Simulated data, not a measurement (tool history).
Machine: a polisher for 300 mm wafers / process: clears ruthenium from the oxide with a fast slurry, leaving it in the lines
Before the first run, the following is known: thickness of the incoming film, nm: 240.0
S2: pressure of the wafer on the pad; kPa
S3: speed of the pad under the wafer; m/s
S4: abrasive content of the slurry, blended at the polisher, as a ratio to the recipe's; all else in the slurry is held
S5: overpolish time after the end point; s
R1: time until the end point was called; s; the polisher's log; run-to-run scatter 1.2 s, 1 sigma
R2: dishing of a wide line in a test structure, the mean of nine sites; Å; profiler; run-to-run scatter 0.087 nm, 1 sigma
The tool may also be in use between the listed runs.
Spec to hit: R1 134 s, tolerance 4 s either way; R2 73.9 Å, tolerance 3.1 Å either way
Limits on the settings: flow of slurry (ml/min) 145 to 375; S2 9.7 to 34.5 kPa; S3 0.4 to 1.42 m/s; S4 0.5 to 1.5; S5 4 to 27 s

run 1 hour=0 | flow_of_slurry_(ml/min)=240 S2=22.1 S3=0.9 S4=1 S5=14 | R1=63.695 R2=401.11
run 2 hour=6.7 | flow_of_slurry_(ml/min)=240 S2=22.1 S3=0.9 S4=1.15 S5=14 | R1=60.05 R2=421.36
run 3 hour=8.1 | flow_of_slurry_(ml/min)=230 S2=20.7 S3=0.82 S4=1.2 S5=12 | R1=67.813 R2=329.93
run 4 hour=14.3 | flow_of_slurry_(ml/min)=220 S2=19.3 S3=0.76 S4=1.25 S5=11 | R1=75.051 R2=278.31
run 5 hour=14.9 | flow_of_slurry_(ml/min)=220 S2=19.3 S3=0.76 S4=1.25 S5=15 | R1=75.331 R2=370.99
run 6 hour=17.4 | flow_of_slurry_(ml/min)=220 S2=19.3 S3=0.56 S4=1.25 S5=15 | R1=101.18 R2=281.16
run 7 hour=19.4 | flow_of_slurry_(ml/min)=245 S2=18.6 S3=0.54 S4=1.25 S5=13 | R1=107.42 R2=235.02
run 8 hour=26.7 | flow_of_slurry_(ml/min)=230 S2=17.9 S3=0.52 S4=1.25 S5=12 | R1=112.66 R2=203.59
run 9 hour=32.8 | flow_of_slurry_(ml/min)=215 S2=17.9 S3=0.52 S4=1.2 S5=11 | R1=115.98 R2=182.03
run 10 hour=34.5 | flow_of_slurry_(ml/min)=215 S2=17.9 S3=0.52 S4=1.2 S5=11 | R1=117.7 R2=184.35
run 11 hour=41.3 | flow_of_slurry_(ml/min)=205 S2=17.2 S3=0.52 S4=1.2 S5=10 | R1=119.59 R2=159.78
run 12 hour=46.1 | flow_of_slurry_(ml/min)=145 S2=11 S3=0.7 S4=1.2 S5=4 | R1=126.87 R2=62.252
run 13 hour=53.6 | flow_of_slurry_(ml/min)=150 S2=11 S3=0.7 S4=1.2 S5=4 | R1=125.18 R2=62.493
run 14 hour=56.8 | flow_of_slurry_(ml/min)=155 S2=11 S3=0.7 S4=1.2 S5=4 | R1=125.37 R2=64.21
run 15 hour=65.3 | flow_of_slurry_(ml/min)=160 S2=11 S3=0.7 S4=1.2 S5=4 | R1=123.05 R2=66.115

Exactly one of the 5 candidate moves below puts every result within its allowed miss. Which one?
run A hour=73.8 | flow_of_slurry_(ml/min)=190 S2=11 S3=0.72 S4=1.1 S5=5 | R1=? R2=?
run B hour=73.8 | flow_of_slurry_(ml/min)=145 S2=9.7 S3=0.7 S4=1.2 S5=5 | R1=? R2=?
run C hour=73.8 | flow_of_slurry_(ml/min)=180 S2=9.7 S3=0.8 S4=1.35 S5=4 | R1=? R2=?
run D hour=73.8 | flow_of_slurry_(ml/min)=165 S2=9.7 S3=0.68 S4=1.1 S5=6 | R1=? R2=?
run E hour=73.8 | flow_of_slurry_(ml/min)=155 S2=11 S3=0.72 S4=1.25 S5=4 | R1=? R2=?

move=A R1=122.25 R2=80.752
move=B R1=135.16 R2=73.158
move=C R1=109.6 R2=72.192
move=D R1=141.61 R2=83.605
move=E R1=118.97 R2=66.583
A: its largest miss is bigger than the last run's
B: every result lands within tolerance
C: its largest miss is bigger than the last run's
D: moves the result that the last run missed by most past its target, out the other side
E: its largest miss is bigger than the last run's
B is the move that brings every result within its allowed miss.
